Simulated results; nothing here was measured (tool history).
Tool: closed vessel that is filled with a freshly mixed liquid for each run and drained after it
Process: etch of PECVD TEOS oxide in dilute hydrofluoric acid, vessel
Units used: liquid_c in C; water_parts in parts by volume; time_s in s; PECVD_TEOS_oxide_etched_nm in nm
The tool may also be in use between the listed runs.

run,hour,liquid_c,water_parts,time_s,PECVD_TEOS_oxide_etched_nm
1,0.0,24.0,265,210,7.0592
2,3.8,24.0,265,225,7.5758
3,7.3,21.0,265,225,6.7747
4,10.2,21.0,265,225,6.7730
5,15.2,20.0,280,225,6.1960
6,17.3,19.5,295,225,5.6347

Run 7, settings as shown, results not yet in. Your forecast:
7,25.5,19.0,305,225,?

Run 7 came out at PECVD_TEOS_oxide_etched_nm 5.2769 nm.
